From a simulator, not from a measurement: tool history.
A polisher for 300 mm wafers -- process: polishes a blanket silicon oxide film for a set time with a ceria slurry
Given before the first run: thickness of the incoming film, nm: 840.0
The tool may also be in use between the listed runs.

run    day  flow of slurry (ml/min)  pressure of the wafer on the pad (psi)  speed of the pad under the wafer (cm/s)  polishing time (s)  film removed (angstrom)
  1      0                      205                                     3.1                                      104                  24                   1102.9
  2  0.321                      245                                     3.1                                      104                  24                   1123.4
  3  0.521                      245                                     2.6                                      102                  24                   933.66
  4  0.875                      245                                     2.2                                      100                  24                   774.11
  5  0.917                      240                                       2                                      100                  24                   694.29
  6  1.267                      225                                     1.9                                      100                  24                   667.81
  7   1.45                      215                                     1.8                                      100                  24                   624.94

Run 8, settings as shown, results not yet in. Your forecast:
     1.708  -- head pressure recalibrated
  8  1.708                      210                                     1.8                                      100                  24                        ?

{"run 8": {"film removed (angstrom)": 554.95}}
